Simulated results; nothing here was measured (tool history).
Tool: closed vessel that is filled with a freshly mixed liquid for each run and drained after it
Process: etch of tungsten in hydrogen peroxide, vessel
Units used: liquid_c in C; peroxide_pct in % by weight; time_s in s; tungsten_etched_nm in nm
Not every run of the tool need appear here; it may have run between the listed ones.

run	hour	liquid_c	peroxide_pct	time_s	tungsten_etched_nm
1	0	45	19.5	30	27.221
2	6.3	45	19.5	30	27.545
3	10.6	45	22.5	30	29.412
4	18.1	45	24	30	30.192
5	19.5	45	22.5	30	29.42
6	28.6	42.5	22.5	30	25.069

Run 7, settings as shown, results not yet in. Your forecast:
7	33.7	40.5	22.5	30	?

{"run 7": {"tungsten_etched_nm": 22.031}}
